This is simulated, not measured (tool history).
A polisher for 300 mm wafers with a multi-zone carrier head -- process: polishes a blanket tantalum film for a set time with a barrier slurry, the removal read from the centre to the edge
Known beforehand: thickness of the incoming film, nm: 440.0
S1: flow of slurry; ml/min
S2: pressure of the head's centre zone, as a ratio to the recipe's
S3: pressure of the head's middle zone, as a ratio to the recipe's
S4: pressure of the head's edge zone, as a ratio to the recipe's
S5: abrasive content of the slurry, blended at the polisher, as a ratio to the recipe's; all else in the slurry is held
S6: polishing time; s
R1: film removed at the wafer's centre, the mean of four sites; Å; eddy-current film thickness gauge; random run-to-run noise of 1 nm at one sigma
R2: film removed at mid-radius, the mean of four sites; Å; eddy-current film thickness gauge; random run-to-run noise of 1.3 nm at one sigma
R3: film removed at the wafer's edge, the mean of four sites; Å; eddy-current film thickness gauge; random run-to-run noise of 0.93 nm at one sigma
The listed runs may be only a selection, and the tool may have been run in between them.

run	day	S1	S2	S3	S4	S5	S6	R1	R2	R3
1	0	215	1	1	1	1	88	1063.5	1067.3	1077.6
2	0.275	210	0.97	0.97	0.99	0.95	88	1008.5	1051.4	1064.5
3	0.471	205	0.96	0.94	1	0.9	87	985.61	969.93	1022.9
4	0.804	205	0.96	0.94	1	0.8	87	940.29	930.51	1003.5
5	0.896	200	0.94	0.93	1	0.8	87	922.57	894.64	977.1
6	1.179	195	0.92	0.94	1.02	0.8	87	889.93	917.19	981.1
7	1.279	190	0.91	0.93	1.03	0.8	87	865.55	948.98	1002.4
8	1.442	185	0.91	0.84	1.02	0.7	87	825.46	793.81	952.33
9	1.596	190	0.91	0.86	1.03	0.7	87	844.85	817.87	954.58
10	1.762	190	0.9	0.87	1.04	0.7	87	816.44	833.39	963.66

Run 11 comes next. What will it give?
11	1.846	195	0.9	0.88	1.04	0.7	87	?	?	?

Run 11 measured R1 835.51 Å, R2 832.09 Å, R3 975.05 Å.

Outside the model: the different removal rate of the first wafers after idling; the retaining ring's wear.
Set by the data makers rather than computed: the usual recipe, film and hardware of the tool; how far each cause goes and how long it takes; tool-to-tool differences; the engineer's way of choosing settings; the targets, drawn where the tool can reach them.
